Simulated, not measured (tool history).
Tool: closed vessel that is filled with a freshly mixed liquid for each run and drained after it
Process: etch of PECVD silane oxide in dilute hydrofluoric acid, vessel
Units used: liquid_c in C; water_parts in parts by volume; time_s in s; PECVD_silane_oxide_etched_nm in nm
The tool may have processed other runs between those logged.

| run | day | liquid_c | water_parts | time_s | PECVD_silane_oxide_etched_nm |
|---|---|---|---|---|---|
| 1 | 0 | 26 | 220 | 35 | 6.6057 |
| 2 | 0.092 | 24.5 | 230 | 35 | 5.9596 |
| 3 | 0.183 | 24.5 | 155 | 35 | 9.6775 |
| 4 | 0.354 | 28 | 155 | 35 | 10.944 |
| 5 | 0.654 | 28 | 80 | 35 | 23.206 |
| 6 | 0.742 | 30.5 | 80 | 35 | 26.02 |
| 7 | 1.042 | 28 | 110 | 35 | 16.351 |
| 8 | 1.358 | 26 | 135 | 35 | 11.96 |
| 9 | 1.392 | 24.5 | 150 | 35 | 9.9437 |
| 10 | 1.742 | 23.5 | 165 | 35 | 8.6223 |
| 11 | 2.083 | 22.5 | 180 | 35 | 7.4958 |

Run 12, settings as shown, results not yet in. Your forecast:
| 12 | 2.146 | 21.5 | 195 | 35 | ? |

PECVD_silane_oxide_etched_nm: 6.5637 nm

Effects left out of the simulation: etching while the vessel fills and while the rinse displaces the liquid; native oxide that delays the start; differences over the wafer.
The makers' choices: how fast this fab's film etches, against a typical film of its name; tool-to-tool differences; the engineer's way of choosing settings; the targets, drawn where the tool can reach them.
